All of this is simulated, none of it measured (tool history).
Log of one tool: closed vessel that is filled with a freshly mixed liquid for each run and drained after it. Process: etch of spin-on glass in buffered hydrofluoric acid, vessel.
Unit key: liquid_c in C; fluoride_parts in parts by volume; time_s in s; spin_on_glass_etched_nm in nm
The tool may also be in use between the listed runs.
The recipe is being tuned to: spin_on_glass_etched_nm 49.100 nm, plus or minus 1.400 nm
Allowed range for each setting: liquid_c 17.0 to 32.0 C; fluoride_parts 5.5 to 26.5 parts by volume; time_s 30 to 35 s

run	hour	liquid_c	fluoride_parts	time_s	spin_on_glass_etched_nm
1	0.0	24.0	16.0	35	70.309
2	5.7	27.0	16.0	35	81.949
3	12.8	25.5	16.0	35	75.879
4	18.4	24.5	16.0	35	71.804
5	21.7	23.5	16.0	35	69.015
6	29.8	22.5	16.0	35	64.743
7	30.8	21.5	16.0	35	61.452
8	35.4	21.0	16.0	35	58.607
9	43.7	20.5	16.0	35	58.130
10	48.0	20.0	16.0	35	55.743
# hour 49.5: hydrofluoric acid flow meter replaced
11	49.5	19.5	16.0	35	60.781
12	58.1	17.5	19.5	35	44.142
13	62.5	18.0	19.5	35	45.140
14	64.0	18.5	19.5	35	46.719

Below are 4 possible settings for the next run. Only one of them brings all results inside the allowed miss of their targets. Which is it?
A	65.5	18.0	19.5	35	?
B	65.5	20.0	20.5	35	?
C	65.5	20.0	19.0	35	?
D	65.5	17.5	21.0	35	?

move	spin_on_glass_etched_nm
A	45.403
B	48.743
C	52.158
D	41.610
A: the biggest miss grows against the last run
B: every result lands within tolerance
C: takes the biggest miss from the last run beyond its target
D: the biggest miss grows against the last run
So the answer is move B, the one that meets all the targets.
